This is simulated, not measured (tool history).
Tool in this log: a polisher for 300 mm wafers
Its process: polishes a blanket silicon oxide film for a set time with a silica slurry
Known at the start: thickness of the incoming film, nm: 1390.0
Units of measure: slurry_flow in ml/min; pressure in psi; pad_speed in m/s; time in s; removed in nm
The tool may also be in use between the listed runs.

run,hour,slurry_flow,pressure,pad_speed,slurry_solids,time,removed
1,0,280,5.2,1.08,1,91,385.75
2,3.4,280,5.2,1.08,1.2,91,404.67
3,7.6,280,5.2,1.36,1.2,91,492.13
4,10.2,280,4.6,1.36,1.2,91,447.39
5,17.7,280,4.6,1.36,1.2,91,436.57
6,20.4,280,4.6,1.46,1.2,91,464.13
7,23,280,4.1,1.44,1.2,91,405.12
8,26.4,280,3.8,1.44,1.2,91,380.79

What does the tool deliver on the next run?
9,28.4,280,3.8,1.44,1.2,91,?

removed: 377.39 nm

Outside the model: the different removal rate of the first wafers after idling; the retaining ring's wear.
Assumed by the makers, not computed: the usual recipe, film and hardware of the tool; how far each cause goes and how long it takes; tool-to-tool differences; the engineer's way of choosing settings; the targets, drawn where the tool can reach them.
